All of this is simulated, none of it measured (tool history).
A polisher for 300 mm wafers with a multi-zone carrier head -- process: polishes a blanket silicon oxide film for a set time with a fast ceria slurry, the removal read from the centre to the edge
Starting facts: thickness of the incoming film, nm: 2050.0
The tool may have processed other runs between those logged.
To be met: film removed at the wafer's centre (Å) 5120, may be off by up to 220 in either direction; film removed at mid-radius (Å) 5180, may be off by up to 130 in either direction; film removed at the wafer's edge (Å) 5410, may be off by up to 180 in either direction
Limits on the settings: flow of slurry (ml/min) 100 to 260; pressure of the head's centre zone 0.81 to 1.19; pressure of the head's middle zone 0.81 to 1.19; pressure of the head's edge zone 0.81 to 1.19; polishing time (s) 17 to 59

run,day,flow of slurry (ml/min),pressure of the head's centre zone,pressure of the head's middle zone,pressure of the head's edge zone,polishing time (s),film removed at the wafer's centre (Å),film removed at mid-radius (Å),film removed at the wafer's edge (Å)
1,0,165,1,1,1,38,8318.1,8131.9,8184.8
2,0.262,155,0.97,0.97,0.96,35,7261.4,7323.3,7431.3
3,0.4,150,0.96,0.95,0.93,32,6549.8,6479.8,6582.8
4,0.721,150,0.92,0.95,0.93,32,6288.4,6361.6,6514.1
5,1.046,150,0.85,0.95,0.93,32,5794,6453.7,6587.4
6,1.242,150,0.81,0.95,0.93,32,5576.6,6386.9,6575.1
7,1.462,145,0.82,0.93,0.9,31,5312.8,6157.4,6239.6
8,1.708,140,0.85,0.9,0.88,30,5325.5,5743.2,5875.1
9,1.825,105,0.86,0.84,0.82,29,4767.3,4897.5,5301.3
10,1.862,115,0.87,0.84,0.82,29,4986.6,5018.5,5360

Below are 5 possible settings for the next run. Only one of them brings all results inside the allowed miss of their targets. Which is it?
A,1.9,100,0.81,0.81,0.96,30,?,?,?
B,1.9,120,0.88,0.86,0.81,29,?,?,?
C,1.9,100,0.82,0.86,0.89,31,?,?,?
D,1.9,105,0.82,0.87,0.81,30,?,?,?
E,1.9,100,0.84,0.81,0.93,30,?,?,?

move,film removed at the wafer's centre (Å),film removed at mid-radius (Å),film removed at the wafer's edge (Å)
A,4488.8,4794.4,5893.6
B,5038.9,5113.3,5480
C,4697.6,5163.3,5876.4
D,4634.1,5122,5513.2
E,4656.6,4793.8,5806.4
A: moves away from the targets compared with the last run
B: every result lands within tolerance
C: corrects the largest miss of the last run, while another result sits out of spec
D: corrects the largest miss of the last run, while another result sits out of spec
E: moves away from the targets compared with the last run
Go with B: it meets all targets.
